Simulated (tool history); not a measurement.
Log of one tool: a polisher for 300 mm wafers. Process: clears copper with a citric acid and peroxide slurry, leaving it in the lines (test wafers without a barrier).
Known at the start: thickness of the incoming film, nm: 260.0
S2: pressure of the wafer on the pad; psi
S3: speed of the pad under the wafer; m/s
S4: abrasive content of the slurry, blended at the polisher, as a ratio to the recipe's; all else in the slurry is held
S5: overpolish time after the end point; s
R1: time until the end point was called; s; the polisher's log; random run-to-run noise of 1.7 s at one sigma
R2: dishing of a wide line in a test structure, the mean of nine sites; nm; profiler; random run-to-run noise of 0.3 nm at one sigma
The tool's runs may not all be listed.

Run 1, hour 0: flow of slurry (ml/min) 320, S2 3.9 psi, S3 1.04 m/s, S4 1, S5 15 s. Result: R1 89.744 s, R2 24.119 nm.
Run 2, hour 3.2: flow of slurry (ml/min) 350, S2 3.9 psi, S3 1.04 m/s, S4 1, S5 15 s. Result: R1 89.736 s, R2 23.076 nm.
Run 3, hour 10.2: flow of slurry (ml/min) 350, S2 3.2 psi, S3 1.04 m/s, S4 1, S5 15 s. Result: R1 109.32 s, R2 19.986 nm.
Run 4, hour 12.7: flow of slurry (ml/min) 355, S2 3.2 psi, S3 1.04 m/s, S4 1, S5 14 s. Result: R1 110.15 s, R2 20.048 nm.
Run 5, hour 13.5: flow of slurry (ml/min) 355, S2 3.6 psi, S3 1.04 m/s, S4 1, S5 14 s. Result: R1 96.449 s, R2 20.49 nm.
Run 6, hour 14.3: flow of slurry (ml/min) 355, S2 4 psi, S3 1.04 m/s, S4 1, S5 14 s. Result: R1 86.74 s, R2 23.451 nm.

For run 7, what comes out?
Run 7, hour 17.6: flow of slurry (ml/min) 355, S2 2.9 psi, S3 1.06 m/s, S4 1, S5 7 s. Result: R1 ?, R2 ?.

{"run 7": {"R1": 117.08, "R2": 10.664}}
